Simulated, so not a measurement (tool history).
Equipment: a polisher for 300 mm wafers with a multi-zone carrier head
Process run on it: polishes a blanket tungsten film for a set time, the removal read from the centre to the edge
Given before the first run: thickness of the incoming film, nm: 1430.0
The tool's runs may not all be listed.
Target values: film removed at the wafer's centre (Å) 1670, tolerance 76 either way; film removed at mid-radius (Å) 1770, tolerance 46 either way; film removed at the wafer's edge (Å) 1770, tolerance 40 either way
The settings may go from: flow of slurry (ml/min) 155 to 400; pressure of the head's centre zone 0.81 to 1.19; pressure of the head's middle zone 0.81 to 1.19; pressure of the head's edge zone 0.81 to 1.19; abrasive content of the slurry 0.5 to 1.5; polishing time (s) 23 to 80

run	hour	flow of slurry (ml/min)	pressure of the head's centre zone	pressure of the head's middle zone	pressure of the head's edge zone	abrasive content of the slurry	polishing time (s)	film removed at the wafer's centre (Å)	film removed at mid-radius (Å)	film removed at the wafer's edge (Å)
1	0	255	1	1	1	1	51	2008.1	1957.5	2036
2	3	255	0.95	1	1	1	51	1905.4	1976.4	2043.3
3	8.5	255	1	1	1	1	51	2038.9	1987.6	2057.8
4	16.2	255	1	1	0.95	1	51	1993.1	1971.6	2012.7
5	20.5	255	1	1	0.95	0.85	51	1914.7	1897.9	1933
# hour 26.9: worn pad replaced by a new one
6	26.9	255	1	1	0.95	0.65	51	1984.6	1924.4	1945.6
7	32.5	245	0.98	0.99	0.92	0.65	51	1962	1887.5	1914.1
8	41	245	0.95	0.99	0.91	0.65	50	1845.2	1862.1	1876.7
9	45.5	240	0.93	0.98	0.89	0.65	50	1791.2	1857.1	1833.8
10	48.5	235	0.92	0.97	0.88	0.65	50	1767.8	1834.3	1852
11	50.7	230	0.91	0.97	0.87	0.65	50	1734.2	1824.8	1820.4

Below are 5 possible settings for the next run. Only one of them brings all results inside the allowed miss of their targets. Which is it?
A	52.9	220	0.81	0.98	0.87	0.55	50	?	?	?
B	52.9	160	0.93	1.01	0.9	0.7	48	?	?	?
C	52.9	270	0.81	1	0.81	0.65	46	?	?	?
D	52.9	205	0.92	1.07	0.93	0.7	48	?	?	?
E	52.9	275	1	1.06	0.81	0.6	48	?	?	?

move	film removed at the wafer's centre (Å)	film removed at mid-radius (Å)	film removed at the wafer's edge (Å)
A	1462.7	1774.2	1774.9
B	1617.3	1779.4	1780.5
C	1438.4	1770.4	1680
D	1662.6	1932.2	1849.9
E	1790.4	1903.9	1719.1
A: gets the furthest-off result to its target, but another result is out of tolerance
B: meets every target
C: moves the result that the last run missed by most past its target, out the other side
D: moves away from the targets compared with the last run
E: moves the result that the last run missed by most past its target, out the other side
B is the move that brings every result within its allowed miss.

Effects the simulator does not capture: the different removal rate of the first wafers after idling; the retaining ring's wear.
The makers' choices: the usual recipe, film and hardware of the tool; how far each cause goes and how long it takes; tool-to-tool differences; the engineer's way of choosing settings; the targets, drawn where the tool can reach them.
